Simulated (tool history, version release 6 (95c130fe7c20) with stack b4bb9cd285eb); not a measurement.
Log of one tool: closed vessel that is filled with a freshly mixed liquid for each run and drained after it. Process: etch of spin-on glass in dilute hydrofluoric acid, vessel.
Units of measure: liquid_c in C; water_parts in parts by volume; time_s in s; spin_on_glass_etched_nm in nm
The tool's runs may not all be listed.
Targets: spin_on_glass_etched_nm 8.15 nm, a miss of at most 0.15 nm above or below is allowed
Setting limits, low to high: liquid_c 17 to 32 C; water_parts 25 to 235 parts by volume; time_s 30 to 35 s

Run 1, day 0: liquid_c 24 C, water_parts 130 parts by volume, time_s 35 s. Result: spin_on_glass_etched_nm 9.3428 nm.
Run 2, day 0.146: liquid_c 23.5 C, water_parts 130 parts by volume, time_s 35 s. Result: spin_on_glass_etched_nm 9.2239 nm.
Run 3, day 0.521: liquid_c 23.5 C, water_parts 90 parts by volume, time_s 35 s. Result: spin_on_glass_etched_nm 13.95 nm.
Run 4, day 0.704: liquid_c 22.5 C, water_parts 95 parts by volume, time_s 35 s. Result: spin_on_glass_etched_nm 12.671 nm.
Run 5, day 1.008: liquid_c 21.5 C, water_parts 100 parts by volume, time_s 35 s. Result: spin_on_glass_etched_nm 11.585 nm.
Run 6, day 1.246: liquid_c 20.5 C, water_parts 105 parts by volume, time_s 35 s. Result: spin_on_glass_etched_nm 10.4 nm.
Run 7, day 1.321: liquid_c 20 C, water_parts 105 parts by volume, time_s 35 s. Result: spin_on_glass_etched_nm 10.222 nm.
Run 8, day 1.612: liquid_c 19.5 C, water_parts 105 parts by volume, time_s 35 s. Result: spin_on_glass_etched_nm 10.035 nm.
Run 9, day 1.738: liquid_c 19 C, water_parts 105 parts by volume, time_s 35 s. Result: spin_on_glass_etched_nm 9.7485 nm.
Run 10, day 1.779: liquid_c 18.5 C, water_parts 105 parts by volume, time_s 35 s. Result: spin_on_glass_etched_nm 9.5526 nm.
Run 11, day 1.921: liquid_c 18 C, water_parts 105 parts by volume, time_s 35 s. Result: spin_on_glass_etched_nm 9.3832 nm.
Run 12, day 2.292: liquid_c 17.5 C, water_parts 110 parts by volume, time_s 35 s. Result: spin_on_glass_etched_nm 8.8072 nm.

4 next moves are on the table. One of them brings every result within its allowed miss. Which?
Run A, day 2.662: liquid_c 18 C, water_parts 125 parts by volume, time_s 35 s. Result: spin_on_glass_etched_nm ?.
Run B, day 2.662: liquid_c 19.5 C, water_parts 110 parts by volume, time_s 30 s. Result: spin_on_glass_etched_nm ?.
Run C, day 2.662: liquid_c 18 C, water_parts 115 parts by volume, time_s 35 s. Result: spin_on_glass_etched_nm ?.
Run D, day 2.662: liquid_c 17 C, water_parts 95 parts by volume, time_s 30 s. Result: spin_on_glass_etched_nm ?.

move  spin_on_glass_etched_nm
   A                   7.8428
   B                   8.2545
   C                   8.6134
   D                   8.7516
A: pushes the last run's worst result past its target
B: all results in spec
C: nearer the targets than the last run, but a result is still out of spec
D: nearer the targets than the last run, but a result is still out of spec
The right move is B.
